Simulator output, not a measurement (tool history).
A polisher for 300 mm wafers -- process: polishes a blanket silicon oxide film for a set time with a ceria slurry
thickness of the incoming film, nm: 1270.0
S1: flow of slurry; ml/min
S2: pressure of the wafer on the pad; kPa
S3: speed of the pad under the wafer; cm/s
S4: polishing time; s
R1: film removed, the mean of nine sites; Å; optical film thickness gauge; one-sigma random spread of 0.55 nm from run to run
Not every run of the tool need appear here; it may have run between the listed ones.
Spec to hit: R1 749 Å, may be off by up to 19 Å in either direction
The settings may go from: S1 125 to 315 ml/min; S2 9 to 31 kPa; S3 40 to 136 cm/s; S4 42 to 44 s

run	day	S1	S2	S3	S4	R1
1	0	205	20	88	42	1437.1
2	0.033	205	20	88	42	1440.1
3	0.325	205	20	108	42	1748.2
4	0.688	200	17.2	102	42	1439.3
5	0.771	200	17.2	116	42	1644
6	0.988	200	17.2	126	42	1752.7
7	1.258	190	15.2	114	42	1417.6
8	1.538	180	13.8	106	42	1193.2
9	1.912	155	9	84	42	618.63
10	2.175	180	9	84	42	642.49
11	2.454	200	9	84	42	643.17
12	2.588	205	9.7	84	42	693.35
13	2.75	215	9.7	84	42	693.3
14	2.988	215	9.7	84	42	693.72

Which one of the following 4 next-run settings gets every result inside its allowed miss? There is exactly one.
A	3.225	185	11	82	42	?
B	3.225	135	9.7	88	43	?
C	3.225	190	9	94	42	?
D	3.225	205	11.7	78	43	?

move	R1
A	754.35
B	702.23
C	710.36
D	788.01
A: meets every target
B: gains on the last run, yet a result remains outside its allowed miss
C: gains on the last run, yet a result remains outside its allowed miss
D: takes the result that was furthest off past its target
A is the move that brings every result within its allowed miss.
